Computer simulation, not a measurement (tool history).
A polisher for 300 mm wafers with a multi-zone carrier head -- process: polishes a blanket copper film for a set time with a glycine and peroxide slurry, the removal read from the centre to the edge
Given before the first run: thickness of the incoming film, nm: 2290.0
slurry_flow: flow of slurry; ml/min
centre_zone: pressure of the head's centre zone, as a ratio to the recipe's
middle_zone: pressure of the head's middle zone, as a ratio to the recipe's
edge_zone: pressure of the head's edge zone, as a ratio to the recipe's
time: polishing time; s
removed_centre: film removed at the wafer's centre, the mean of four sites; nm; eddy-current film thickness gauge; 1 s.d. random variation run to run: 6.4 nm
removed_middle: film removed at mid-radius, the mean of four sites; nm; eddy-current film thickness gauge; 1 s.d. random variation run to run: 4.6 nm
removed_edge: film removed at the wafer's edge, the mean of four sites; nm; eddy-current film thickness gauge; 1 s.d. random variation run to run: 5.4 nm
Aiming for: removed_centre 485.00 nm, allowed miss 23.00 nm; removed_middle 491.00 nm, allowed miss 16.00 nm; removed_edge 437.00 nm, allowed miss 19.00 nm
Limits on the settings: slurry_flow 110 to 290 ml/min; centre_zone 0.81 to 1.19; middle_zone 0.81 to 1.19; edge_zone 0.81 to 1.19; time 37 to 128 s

run	hour	slurry_flow	centre_zone	middle_zone	edge_zone	time	removed_centre	removed_middle	removed_edge
1	0.0	185	1.00	1.00	1.00	82	297.27	310.77	308.04
2	3.9	185	1.03	1.00	1.00	82	305.11	306.59	304.26
3	11.4	185	1.11	1.00	1.00	82	333.42	302.81	306.09
4	12.0	185	1.05	1.00	1.00	82	310.11	308.00	305.09
5	17.3	200	1.08	1.04	1.02	89	356.29	350.51	336.89
6	18.1	180	1.08	1.04	1.02	89	345.86	347.91	334.25
7	26.9	190	1.10	1.07	1.05	94	374.46	378.41	358.40
8	33.8	200	1.12	1.09	1.06	98	404.03	394.04	379.62
9	35.2	200	1.12	1.09	1.06	98	409.24	400.24	384.63
10	40.8	210	1.13	1.12	1.06	100	419.95	425.29	389.06

Consider the 5 candidate settings below. Which is the only one whose results all fall within their allowed miss of target?
A	46.4	200	0.90	1.04	1.19	98	?	?	?
B	46.4	195	1.02	1.08	1.15	119	?	?	?
C	46.4	190	1.19	0.86	1.13	114	?	?	?
D	46.4	185	1.12	1.10	0.95	119	?	?	?
E	46.4	185	1.06	1.12	1.08	90	?	?	?

move	removed_centre	removed_middle	removed_edge
A	320.82	391.29	399.39
B	437.23	487.85	474.40
C	482.75	383.62	449.98
D	472.79	489.95	428.20
E	339.01	376.36	344.59
A: misses by more than the last run did
B: the furthest-off result lands on target, but another misses its tolerance
C: misses by more than the last run did
D: every result lands within tolerance
E: misses by more than the last run did
So the answer is move D, the one that meets all the targets.
